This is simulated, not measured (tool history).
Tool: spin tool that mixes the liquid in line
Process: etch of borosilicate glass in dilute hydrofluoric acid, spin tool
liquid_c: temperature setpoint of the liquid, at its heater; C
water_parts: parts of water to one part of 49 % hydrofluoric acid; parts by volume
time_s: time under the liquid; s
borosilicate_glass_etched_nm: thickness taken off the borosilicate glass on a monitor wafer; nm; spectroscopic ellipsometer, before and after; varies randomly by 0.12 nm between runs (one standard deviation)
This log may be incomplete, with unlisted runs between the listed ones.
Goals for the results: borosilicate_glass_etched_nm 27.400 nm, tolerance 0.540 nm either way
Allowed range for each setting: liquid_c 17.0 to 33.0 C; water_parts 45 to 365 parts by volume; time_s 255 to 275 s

run,hour,liquid_c,water_parts,time_s,borosilicate_glass_etched_nm
1,0.0,25.0,205,255,54.830
2,3.6,25.0,205,275,59.453
3,12.6,23.5,220,275,51.192
4,13.6,22.5,230,275,46.663
5,17.1,21.0,230,275,44.377
6,18.0,20.5,240,275,41.117
7,19.2,20.0,250,275,38.951
8,23.5,19.5,260,275,35.828
9,27.0,17.0,295,275,28.207
10,32.3,17.0,295,275,27.956

Below are 4 possible settings for the next run. Only one of them brings all results inside the allowed miss of their targets. Which is it?
A,37.6,17.0,290,275,?
B,37.6,17.0,300,275,?
C,37.6,17.0,280,260,?
D,37.6,19.0,295,260,?

move,borosilicate_glass_etched_nm
A,28.582
B,27.399
C,28.226
D,28.515
A: misses by more than the last run did
B: in spec on every target
C: misses by more than the last run did
D: misses by more than the last run did
Go with B: it meets all targets.
